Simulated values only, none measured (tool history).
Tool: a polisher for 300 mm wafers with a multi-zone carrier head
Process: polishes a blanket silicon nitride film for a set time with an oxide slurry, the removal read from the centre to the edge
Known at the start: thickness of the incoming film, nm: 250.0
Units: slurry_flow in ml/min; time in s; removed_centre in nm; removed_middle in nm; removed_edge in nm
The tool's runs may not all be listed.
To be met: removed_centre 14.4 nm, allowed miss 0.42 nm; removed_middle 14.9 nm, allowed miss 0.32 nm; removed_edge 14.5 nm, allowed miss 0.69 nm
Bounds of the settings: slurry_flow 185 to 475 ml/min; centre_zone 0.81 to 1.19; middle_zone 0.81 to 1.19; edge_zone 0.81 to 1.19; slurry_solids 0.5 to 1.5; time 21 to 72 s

Run 1, day 0: slurry_flow 305 ml/min, centre_zone 1, middle_zone 1, edge_zone 1, slurry_solids 1, time 46 s. Result: removed_centre 24.423 nm, removed_middle 25.434 nm, removed_edge 25.439 nm.
Run 2, day 0.175: slurry_flow 305 ml/min, centre_zone 1, middle_zone 1, edge_zone 1, slurry_solids 1.2, time 46 s. Result: removed_centre 26.483 nm, removed_middle 27.164 nm, removed_edge 26.965 nm.
Run 3, day 0.258: slurry_flow 305 ml/min, centre_zone 1.07, middle_zone 1, edge_zone 1, slurry_solids 1.2, time 46 s. Result: removed_centre 28.545 nm, removed_middle 27.629 nm, removed_edge 27.993 nm.
Run 4, day 0.312: slurry_flow 315 ml/min, centre_zone 1.03, middle_zone 0.97, edge_zone 0.95, slurry_solids 1, time 43 s. Result: removed_centre 23.655 nm, removed_middle 23.268 nm, removed_edge 23.328 nm.
Run 5, day 0.592: slurry_flow 315 ml/min, centre_zone 1.03, middle_zone 0.97, edge_zone 0.95, slurry_solids 1.15, time 43 s. Result: removed_centre 25.025 nm, removed_middle 24.853 nm, removed_edge 24.112 nm.
Run 6, day 0.879: slurry_flow 315 ml/min, centre_zone 0.99, middle_zone 0.93, edge_zone 0.91, slurry_solids 0.95, time 41 s. Result: removed_centre 21.376 nm, removed_middle 20.618 nm, removed_edge 20.843 nm.
Run 7, day 0.925: slurry_flow 325 ml/min, centre_zone 0.96, middle_zone 0.93, edge_zone 0.88, slurry_solids 0.8, time 40 s. Result: removed_centre 18.273 nm, removed_middle 18.413 nm, removed_edge 18.709 nm.
Run 8, day 1.025: slurry_flow 325 ml/min, centre_zone 0.96, middle_zone 0.93, edge_zone 0.88, slurry_solids 0.8, time 40 s. Result: removed_centre 17.955 nm, removed_middle 18.557 nm, removed_edge 18.248 nm.
Run 9, day 1.058: slurry_flow 340 ml/min, centre_zone 0.95, middle_zone 0.92, edge_zone 0.86, slurry_solids 0.7, time 40 s. Result: removed_centre 16.443 nm, removed_middle 16.919 nm, removed_edge 16.902 nm.
Run 10, day 1.275: slurry_flow 345 ml/min, centre_zone 0.95, middle_zone 0.92, edge_zone 0.85, slurry_solids 0.65, time 40 s. Result: removed_centre 15.751 nm, removed_middle 16.121 nm, removed_edge 16.036 nm.
Run 11, day 1.471: slurry_flow 350 ml/min, centre_zone 0.95, middle_zone 0.92, edge_zone 0.84, slurry_solids 0.6, time 40 s. Result: removed_centre 14.984 nm, removed_middle 15.225 nm, removed_edge 15.34 nm.
Run 12, day 1.692: slurry_flow 350 ml/min, centre_zone 0.95, middle_zone 0.93, edge_zone 0.83, slurry_solids 0.6, time 40 s. Result: removed_centre 15.13 nm, removed_middle 15.463 nm, removed_edge 14.961 nm.

4 next moves are on the table. One of them brings every result within its allowed miss. Which?
Run A, day 1.912: slurry_flow 345 ml/min, centre_zone 0.95, middle_zone 0.95, edge_zone 0.87, slurry_solids 0.6, time 38 s. Result: removed_centre ?, removed_middle ?, removed_edge ?.
Run B, day 1.912: slurry_flow 445 ml/min, centre_zone 1.09, middle_zone 0.89, edge_zone 0.81, slurry_solids 0.7, time 34 s. Result: removed_centre ?, removed_middle ?, removed_edge ?.
Run C, day 1.912: slurry_flow 315 ml/min, centre_zone 1.02, middle_zone 0.95, edge_zone 0.81, slurry_solids 0.6, time 41 s. Result: removed_centre ?, removed_middle ?, removed_edge ?.
Run D, day 1.912: slurry_flow 380 ml/min, centre_zone 0.87, middle_zone 0.99, edge_zone 0.88, slurry_solids 0.55, time 42 s. Result: removed_centre ?, removed_middle ?, removed_edge ?.

move  removed_centre  removed_middle  removed_edge
   A           14.21          14.888        14.585
   B          16.453          14.255        14.192
   C           16.37           15.97        15.181
   D           13.58          16.044         15.27
A: meets every target
B: takes the result that was furthest off past its target
C: further off than the last run
D: further off than the last run
Move A is the one to make.
